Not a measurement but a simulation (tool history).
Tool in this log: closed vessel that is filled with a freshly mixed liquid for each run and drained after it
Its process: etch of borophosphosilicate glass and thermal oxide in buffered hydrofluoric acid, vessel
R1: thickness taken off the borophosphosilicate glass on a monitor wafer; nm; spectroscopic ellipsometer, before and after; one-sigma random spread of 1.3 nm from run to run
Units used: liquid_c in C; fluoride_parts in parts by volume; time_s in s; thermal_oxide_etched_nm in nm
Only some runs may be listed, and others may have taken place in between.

Run 1, hour 0.0: liquid_c 21.0 C, fluoride_parts 16.5 parts by volume, time_s 60 s. Result: R1 67.845 nm, thermal_oxide_etched_nm 36.540 nm.
Run 2, hour 7.9: liquid_c 21.0 C, fluoride_parts 16.5 parts by volume, time_s 50 s. Result: R1 55.830 nm, thermal_oxide_etched_nm 30.060 nm.
Run 3, hour 9.5: liquid_c 23.5 C, fluoride_parts 13.0 parts by volume, time_s 50 s. Result: R1 81.151 nm, thermal_oxide_etched_nm 44.151 nm.
Run 4, hour 17.9: liquid_c 20.5 C, fluoride_parts 13.0 parts by volume, time_s 50 s. Result: R1 69.370 nm, thermal_oxide_etched_nm 37.062 nm.
Run 5, hour 21.5: liquid_c 23.0 C, fluoride_parts 10.5 parts by volume, time_s 50 s. Result: R1 98.310 nm, thermal_oxide_etched_nm 53.507 nm.
Run 6, hour 24.4: liquid_c 25.0 C, fluoride_parts 9.5 parts by volume, time_s 50 s. Result: R1 119.090 nm, thermal_oxide_etched_nm 63.604 nm.
Run 7, hour 28.1: liquid_c 26.5 C, fluoride_parts 8.5 parts by volume, time_s 50 s. Result: R1 141.910 nm, thermal_oxide_etched_nm 75.944 nm.
Run 8, hour 30.8: liquid_c 27.5 C, fluoride_parts 8.0 parts by volume, time_s 50 s. Result: R1 159.150 nm, thermal_oxide_etched_nm 85.366 nm.
Run 9, hour 34.6: liquid_c 28.0 C, fluoride_parts 8.0 parts by volume, time_s 50 s. Result: R1 162.910 nm, thermal_oxide_etched_nm 89.099 nm.

Expected results for the next run?
Run 10, hour 36.5: liquid_c 28.5 C, fluoride_parts 8.0 parts by volume, time_s 50 s. Result: R1 ?, thermal_oxide_etched_nm ?.

R1: 166.320 nm
thermal_oxide_etched_nm: 91.025 nm
